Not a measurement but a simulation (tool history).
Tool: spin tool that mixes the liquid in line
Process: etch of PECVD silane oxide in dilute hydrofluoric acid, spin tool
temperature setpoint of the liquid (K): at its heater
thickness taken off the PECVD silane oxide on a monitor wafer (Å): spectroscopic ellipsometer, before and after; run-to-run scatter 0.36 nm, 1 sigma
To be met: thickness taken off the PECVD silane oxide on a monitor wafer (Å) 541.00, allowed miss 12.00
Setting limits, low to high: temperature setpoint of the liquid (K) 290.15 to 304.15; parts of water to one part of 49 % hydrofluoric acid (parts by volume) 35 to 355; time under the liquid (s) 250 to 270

| run | hour | temperature setpoint of the liquid (K) | parts of water to one part of 49 % hydrofluoric acid (parts by volume) | time under the liquid (s) | thickness taken off the PECVD silane oxide on a monitor wafer (Å) |
|---|---|---|---|---|---|
| 1 | 0.0 | 296.15 | 195 | 250 | 612.00 |
| 2 | 3.3 | 295.65 | 195 | 250 | 607.67 |
| 3 | 7.1 | 295.65 | 250 | 250 | 447.56 |
| 4 | 10.0 | 292.65 | 250 | 250 | 399.87 |
| 5 | 12.0 | 292.65 | 250 | 270 | 431.26 |
| 6 | 14.5 | 290.15 | 250 | 270 | 395.31 |
| 7 | 20.0 | 291.65 | 250 | 270 | 411.17 |
| 8 | 23.8 | 292.65 | 250 | 270 | 431.27 |
| 9 | 25.8 | 293.65 | 250 | 270 | 448.14 |
| 10 | 28.4 | 297.65 | 250 | 270 | 518.17 |
| 11 | 32.4 | 298.15 | 250 | 270 | 526.16 |

Of the 4 settings listed for the next run, only one would bring every result within its allowed miss of target. Which one?
| A | 36.4 | 293.65 | 215 | 270 | ? |
| B | 36.4 | 295.15 | 245 | 270 | ? |
| C | 36.4 | 296.65 | 245 | 270 | ? |
| D | 36.4 | 299.15 | 265 | 270 | ? |

| move | thickness taken off the PECVD silane oxide on a monitor wafer (Å) |
|---|---|
| A | 540.04 |
| B | 486.76 |
| C | 514.11 |
| D | 508.65 |
A: every result within its allowed miss
B: the biggest miss grows against the last run
C: the biggest miss grows against the last run
D: the biggest miss grows against the last run
A meets every target.
